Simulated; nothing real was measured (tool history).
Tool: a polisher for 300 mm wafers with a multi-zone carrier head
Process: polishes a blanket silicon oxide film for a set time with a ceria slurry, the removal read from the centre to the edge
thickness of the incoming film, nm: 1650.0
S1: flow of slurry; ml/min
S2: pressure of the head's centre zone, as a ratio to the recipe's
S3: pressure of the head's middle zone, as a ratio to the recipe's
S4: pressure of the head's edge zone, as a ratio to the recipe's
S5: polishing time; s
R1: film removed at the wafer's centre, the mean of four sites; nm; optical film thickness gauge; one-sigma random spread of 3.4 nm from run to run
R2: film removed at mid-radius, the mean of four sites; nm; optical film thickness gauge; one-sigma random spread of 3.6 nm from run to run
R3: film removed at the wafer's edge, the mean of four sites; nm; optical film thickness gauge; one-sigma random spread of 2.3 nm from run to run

run	hour	S1	S2	S3	S4	S5	R1	R2	R3
1	0	205	1	1	1	81	285.92	300.42	296.54
2	4.6	220	1.04	1.04	1.03	84	315.43	326.29	319.1
3	10	220	1.04	1.04	0.98	84	318.97	324.77	307
4	17.6	175	1.04	1.04	0.98	84	304.46	314.92	301.04
5	18.9	175	1.04	1.04	0.98	104	374.68	388.94	377.25
6	27.7	175	1.04	1.04	0.98	121	439.11	447.68	428.46

Forecast run 7:
# hour 32.3: worn pad replaced by a new one
7	32.3	175	1.03	1.03	0.94	120	?	?	?

Logged for run 7: R1 457.06 nm, R2 475.53 nm, R3 448.03 nm.
